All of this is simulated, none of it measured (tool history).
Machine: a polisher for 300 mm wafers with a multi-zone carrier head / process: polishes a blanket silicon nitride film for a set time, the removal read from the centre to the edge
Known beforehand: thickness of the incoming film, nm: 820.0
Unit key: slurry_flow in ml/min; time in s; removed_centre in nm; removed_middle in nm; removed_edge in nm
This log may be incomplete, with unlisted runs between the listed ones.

run	day	slurry_flow	centre_zone	middle_zone	edge_zone	time	removed_centre	removed_middle	removed_edge
1	0.000	265	1.00	1.00	1.00	82	152.00	157.68	155.77
2	0.125	265	0.99	0.99	0.97	78	142.56	149.23	144.91
3	0.242	265	0.98	0.97	0.95	76	139.29	145.38	144.18
4	0.442	215	0.98	0.97	0.95	76	133.27	136.52	136.78
5	0.704	215	0.93	0.97	0.95	76	126.36	139.83	140.17
6	0.883	210	0.94	0.97	0.93	74	122.06	133.03	132.20

Estimate the outcome of run 7 from the log above:
7	0.958	200	0.95	0.97	0.91	73	?	?	?

removed_centre: 123.87 nm
removed_middle: 131.14 nm
removed_edge: 127.85 nm
